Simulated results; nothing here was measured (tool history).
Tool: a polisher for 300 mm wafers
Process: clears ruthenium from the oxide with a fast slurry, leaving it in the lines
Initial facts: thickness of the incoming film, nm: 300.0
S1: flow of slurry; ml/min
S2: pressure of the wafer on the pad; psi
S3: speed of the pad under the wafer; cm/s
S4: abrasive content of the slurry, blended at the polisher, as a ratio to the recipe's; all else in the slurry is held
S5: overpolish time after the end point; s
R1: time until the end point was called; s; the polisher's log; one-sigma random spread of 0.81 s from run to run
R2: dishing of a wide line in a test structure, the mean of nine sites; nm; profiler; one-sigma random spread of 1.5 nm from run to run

{"run": 1, "hour": 0.0, "S1": 155, "S2": 2.3, "S3": 112, "S4": 1.0, "S5": 24, "R1": 88.973, "R2": 69.395}
{"run": 2, "hour": 7.0, "S1": 150, "S2": 2.3, "S3": 112, "S4": 1.0, "S5": 24, "R1": 88.588, "R2": 70.865}
{"run": 3, "hour": 10.0, "S1": 150, "S2": 2.6, "S3": 112, "S4": 1.0, "S5": 24, "R1": 79.569, "R2": 78.387}
{"run": 4, "hour": 15.0, "S1": 145, "S2": 2.5, "S3": 112, "S4": 1.0, "S5": 24, "R1": 82.802, "R2": 75.778}
{"run": 5, "hour": 19.0, "S1": 140, "S2": 2.4, "S3": 112, "S4": 1.0, "S5": 24, "R1": 87.213, "R2": 72.915}
{"run": 6, "hour": 24.3, "S1": 140, "S2": 2.4, "S3": 112, "S4": 1.0, "S5": 28, "R1": 87.862, "R2": 83.055}
{"run": 7, "hour": 25.0, "S1": 140, "S2": 2.4, "S3": 112, "S4": 1.0, "S5": 28, "R1": 86.552, "R2": 81.195}
{"run": 8, "hour": 33.4, "S1": 135, "S2": 2.3, "S3": 112, "S4": 1.0, "S5": 27, "R1": 90.147, "R2": 72.053}

What does the tool deliver on the next run?
{"run": 9, "hour": 42.1, "S1": 130, "S2": 2.3, "S3": 112, "S4": 1.0, "S5": 27, "R1": "?", "R2": "?"}

R1: 91.813 s
R2: 72.176 nm

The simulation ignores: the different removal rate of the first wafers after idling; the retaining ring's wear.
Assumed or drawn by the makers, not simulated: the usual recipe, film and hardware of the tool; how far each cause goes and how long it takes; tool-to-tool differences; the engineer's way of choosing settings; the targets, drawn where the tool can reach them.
